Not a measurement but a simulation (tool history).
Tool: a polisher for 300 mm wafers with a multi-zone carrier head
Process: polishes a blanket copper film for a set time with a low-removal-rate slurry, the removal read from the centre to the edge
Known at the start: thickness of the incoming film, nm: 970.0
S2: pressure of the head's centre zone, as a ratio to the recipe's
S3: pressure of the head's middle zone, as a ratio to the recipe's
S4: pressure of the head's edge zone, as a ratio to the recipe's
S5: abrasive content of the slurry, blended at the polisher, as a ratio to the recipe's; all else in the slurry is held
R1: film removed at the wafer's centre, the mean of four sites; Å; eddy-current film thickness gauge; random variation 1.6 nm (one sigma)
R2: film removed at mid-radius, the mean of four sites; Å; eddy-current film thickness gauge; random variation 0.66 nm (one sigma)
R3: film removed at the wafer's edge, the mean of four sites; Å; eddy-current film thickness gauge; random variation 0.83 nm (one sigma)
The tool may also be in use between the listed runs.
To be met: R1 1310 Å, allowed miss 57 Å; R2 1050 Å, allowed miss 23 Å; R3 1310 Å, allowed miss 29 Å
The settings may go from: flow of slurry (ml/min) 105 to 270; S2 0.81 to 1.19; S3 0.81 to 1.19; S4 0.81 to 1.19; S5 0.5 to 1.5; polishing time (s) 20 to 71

{"run": 1, "day": 0.0, "flow of slurry (ml/min)": 175, "S2": 1, "S3": 1, "S4": 1, "S5": 1, "polishing time (s)": 45, "R1": 1959, "R2": 1748.4, "R3": 1787.9}
{"run": 2, "day": 0.05, "flow of slurry (ml/min)": 175, "S2": 1, "S3": 1, "S4": 1, "S5": 1.15, "polishing time (s)": 45, "R1": 1994.4, "R2": 1808.4, "R3": 1845}
{"run": 3, "day": 0.1, "flow of slurry (ml/min)": 175, "S2": 1, "S3": 1, "S4": 0.93, "S5": 1.15, "polishing time (s)": 45, "R1": 2033.6, "R2": 1796.8, "R3": 1783.5}
{"run": 4, "day": 0.121, "flow of slurry (ml/min)": 160, "S2": 0.98, "S3": 0.95, "S4": 0.95, "S5": 1, "polishing time (s)": 43, "R1": 1807.1, "R2": 1576.5, "R3": 1640.6}
{"run": 5, "day": 0.379, "flow of slurry (ml/min)": 150, "S2": 0.98, "S3": 0.91, "S4": 0.98, "S5": 0.9, "polishing time (s)": 41, "R1": 1614.3, "R2": 1390.8, "R3": 1515.9}
{"run": 6, "day": 0.533, "flow of slurry (ml/min)": 150, "S2": 0.98, "S3": 0.85, "S4": 0.98, "S5": 0.9, "polishing time (s)": 41, "R1": 1627.3, "R2": 1321.3, "R3": 1527.5}
{"run": 7, "day": 0.692, "flow of slurry (ml/min)": 140, "S2": 0.98, "S3": 0.84, "S4": 1, "S5": 0.8, "polishing time (s)": 40, "R1": 1542.8, "R2": 1222.6, "R3": 1429.8}
{"run": 8, "day": 0.929, "flow of slurry (ml/min)": 135, "S2": 0.97, "S3": 0.83, "S4": 1.02, "S5": 0.75, "polishing time (s)": 40, "R1": 1468, "R2": 1153.8, "R3": 1415.1}
{"day": 1.171, "done": "centre zone pressure recalibrated"}
{"run": 9, "day": 1.171, "flow of slurry (ml/min)": 110, "S2": 0.93, "S3": 0.81, "S4": 0.97, "S5": 0.6, "polishing time (s)": 40, "R1": 1122.2, "R2": 1008.2, "R3": 1235.3}
{"run": 10, "day": 1.404, "flow of slurry (ml/min)": 155, "S2": 0.99, "S3": 0.81, "S4": 1.03, "S5": 0.5, "polishing time (s)": 40, "R1": 1249.2, "R2": 1039.5, "R3": 1305.4}

4 next moves are on the table. One of them brings every result within its allowed miss. Which?
{"run": "A", "day": 1.638, "flow of slurry (ml/min)": 125, "S2": 0.98, "S3": 0.81, "S4": 1.03, "S5": 0.5, "polishing time (s)": 42, "R1": "?", "R2": "?", "R3": "?"}
{"run": "B", "day": 1.638, "flow of slurry (ml/min)": 230, "S2": 0.94, "S3": 0.81, "S4": 1.12, "S5": 0.5, "polishing time (s)": 37, "R1": "?", "R2": "?", "R3": "?"}
{"run": "C", "day": 1.638, "flow of slurry (ml/min)": 130, "S2": 0.96, "S3": 0.81, "S4": 1, "S5": 0.5, "polishing time (s)": 42, "R1": "?", "R2": "?", "R3": "?"}
{"run": "D", "day": 1.638, "flow of slurry (ml/min)": 145, "S2": 1.02, "S3": 0.81, "S4": 1.06, "S5": 0.65, "polishing time (s)": 38, "R1": "?", "R2": "?", "R3": "?"}

move=A R1=1206.3 R2=1041.3 R3=1297.8
move=B R1=1163 R2=1031.5 R3=1284.7
move=C R1=1195.5 R2=1052.3 R3=1293.3
move=D R1=1278.4 R2=1054.3 R3=1314.1
A: further off than the last run
B: further off than the last run
C: further off than the last run
D: meets every target
Move D is the one to make.
